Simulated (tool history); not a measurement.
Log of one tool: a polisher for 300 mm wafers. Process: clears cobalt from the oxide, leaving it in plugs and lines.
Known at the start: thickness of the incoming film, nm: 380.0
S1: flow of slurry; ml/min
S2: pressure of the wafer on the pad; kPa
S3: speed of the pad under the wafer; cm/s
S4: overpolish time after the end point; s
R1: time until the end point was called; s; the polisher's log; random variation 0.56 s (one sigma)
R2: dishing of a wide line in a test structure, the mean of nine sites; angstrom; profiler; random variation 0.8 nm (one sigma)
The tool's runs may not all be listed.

run,hour,S1,S2,S3,S4,R1,R2
1,0.0,195,13.8,128,11,57.422,508.40
2,5.6,220,13.8,128,11,57.619,502.72
3,9.9,220,13.8,148,11,50.144,540.72
4,12.8,220,13.8,148,14,50.924,593.34
5,18.2,220,13.8,148,18,50.831,644.62
6,18.8,220,13.8,148,16,52.366,618.04
7,21.5,220,15.2,148,15,46.141,635.02
8,22.8,220,15.9,148,14,44.136,632.52

Run 9 comes next. What will it give?
9,29.5,220,16.5,148,13,?,?

R1: 42.585 s
R2: 612.09 angstrom
